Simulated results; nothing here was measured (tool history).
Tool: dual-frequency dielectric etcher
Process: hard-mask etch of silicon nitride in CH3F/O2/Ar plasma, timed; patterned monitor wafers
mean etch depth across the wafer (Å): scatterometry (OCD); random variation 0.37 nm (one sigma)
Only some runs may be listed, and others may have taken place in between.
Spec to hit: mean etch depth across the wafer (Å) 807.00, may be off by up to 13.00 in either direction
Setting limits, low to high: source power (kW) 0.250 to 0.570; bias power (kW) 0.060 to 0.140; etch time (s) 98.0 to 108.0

| run | hour | source power (kW) | bias power (kW) | etch time (s) | mean etch depth across the wafer (Å) |
|---|---|---|---|---|---|
| 1 | 0.0 | 0.410 | 0.100 | 108.0 | 855.12 |
| 2 | 6.5 | 0.400 | 0.100 | 108.0 | 846.36 |
| 3 | 13.1 | 0.400 | 0.114 | 108.0 | 883.73 |
| 4 | 15.5 | 0.390 | 0.114 | 108.0 | 870.17 |
| 5 | 18.4 | 0.350 | 0.114 | 108.0 | 865.70 |
| 6 | 19.7 | 0.400 | 0.114 | 108.0 | 881.14 |
| 7 | 27.7 | 0.390 | 0.112 | 108.0 | 880.71 |
| 8 | 32.5 | 0.380 | 0.111 | 108.0 | 867.52 |
| 9 | 40.9 | 0.370 | 0.110 | 108.0 | 859.98 |
| 10 | 46.1 | 0.360 | 0.109 | 108.0 | 851.13 |
| 11 | 54.3 | 0.350 | 0.108 | 108.0 | 851.03 |

5 next moves are on the table. One of them brings every result within its allowed miss. Which?
| A | 62.5 | 0.330 | 0.110 | 98.5 | ? |
| B | 62.5 | 0.360 | 0.113 | 98.0 | ? |
| C | 62.5 | 0.420 | 0.091 | 108.0 | ? |
| D | 62.5 | 0.360 | 0.112 | 98.0 | ? |
| E | 62.5 | 0.340 | 0.124 | 98.0 | ? |

| move | mean etch depth across the wafer (Å) |
|---|---|
| A | 774.93 |
| B | 789.20 |
| C | 836.10 |
| D | 786.94 |
| E | 805.63 |
A: the result that was furthest off in the last run now lies on the other side of its target
B: the result that was furthest off in the last run now lies on the other side of its target
C: closer than the last run, but not yet in spec
D: the result that was furthest off in the last run now lies on the other side of its target
E: every result within its allowed miss
The move that meets every target is E.
